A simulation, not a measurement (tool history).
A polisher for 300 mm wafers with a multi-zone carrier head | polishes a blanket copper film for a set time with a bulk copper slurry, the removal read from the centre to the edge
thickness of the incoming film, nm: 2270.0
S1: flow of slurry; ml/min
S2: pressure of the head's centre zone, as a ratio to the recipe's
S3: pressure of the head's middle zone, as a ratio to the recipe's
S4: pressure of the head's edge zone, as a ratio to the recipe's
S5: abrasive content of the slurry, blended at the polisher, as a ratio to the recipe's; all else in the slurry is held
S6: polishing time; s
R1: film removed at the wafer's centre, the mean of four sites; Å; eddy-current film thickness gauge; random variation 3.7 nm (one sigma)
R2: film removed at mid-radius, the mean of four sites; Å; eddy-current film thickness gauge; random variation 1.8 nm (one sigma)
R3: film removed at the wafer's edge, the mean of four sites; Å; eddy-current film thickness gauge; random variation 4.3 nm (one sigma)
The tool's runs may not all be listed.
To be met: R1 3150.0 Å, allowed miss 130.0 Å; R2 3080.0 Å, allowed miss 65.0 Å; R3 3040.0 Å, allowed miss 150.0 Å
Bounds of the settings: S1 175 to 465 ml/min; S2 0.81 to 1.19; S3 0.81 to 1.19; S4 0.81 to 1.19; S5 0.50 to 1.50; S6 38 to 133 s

run,hour,S1,S2,S3,S4,S5,S6,R1,R2,R3
1,0.0,295,1.00,1.00,1.00,1.00,85,5439.5,5317.2,5405.7
2,3.3,295,1.00,1.00,1.08,1.00,85,5476.5,5290.8,5630.9
3,5.7,295,1.00,1.00,1.08,1.15,85,5660.0,5527.3,5838.6
4,10.5,295,1.00,1.00,1.08,1.35,85,5957.2,5780.9,5979.0
5,16.3,295,1.00,1.00,1.08,1.35,93,6428.7,6263.2,6569.7
6,22.9,295,1.00,1.00,1.08,1.35,108,7545.2,7222.6,7748.3
7,26.8,280,0.93,0.90,0.98,1.10,84,5050.8,5034.4,5247.2
# hour 27.9: slurry nozzle cleaned
8,27.9,275,0.93,0.88,0.93,0.95,75,4739.0,4498.6,4715.9
9,36.5,275,0.92,0.89,0.90,0.85,65,3947.7,3847.2,3909.9
10,39.8,275,0.91,0.89,0.88,0.75,62,3557.1,3521.1,3539.3
11,41.6,275,0.91,0.89,0.86,0.70,61,3455.3,3384.7,3380.4
12,49.3,260,0.89,0.88,0.81,0.50,60,2974.8,2928.2,2795.4
13,57.6,260,0.89,0.88,0.81,0.50,60,2988.7,2924.0,2841.5
14,62.4,280,0.89,0.88,0.82,0.50,60,2954.4,2970.3,2907.0

5 next moves are on the table. One of them brings every result within its allowed miss. Which?
A,67.2,380,0.94,0.85,0.94,0.60,54,?,?,?
B,67.2,305,0.81,0.89,0.91,0.55,59,?,?,?
C,67.2,390,0.81,0.98,0.85,0.55,54,?,?,?
D,67.2,235,0.88,0.85,0.81,0.50,58,?,?,?
E,67.2,260,0.90,0.87,0.83,0.60,59,?,?,?

move,R1,R2,R3
A,3116.4,2861.3,2999.3
B,2896.8,3041.3,3084.0
C,2718.3,2985.8,2781.8
D,2821.2,2736.6,2714.8
E,3159.0,3042.1,3006.4
A: further off than the last run
B: brings the result that was furthest off to its target, and leaves another outside
C: further off than the last run
D: further off than the last run
E: meets every target
Answer: E
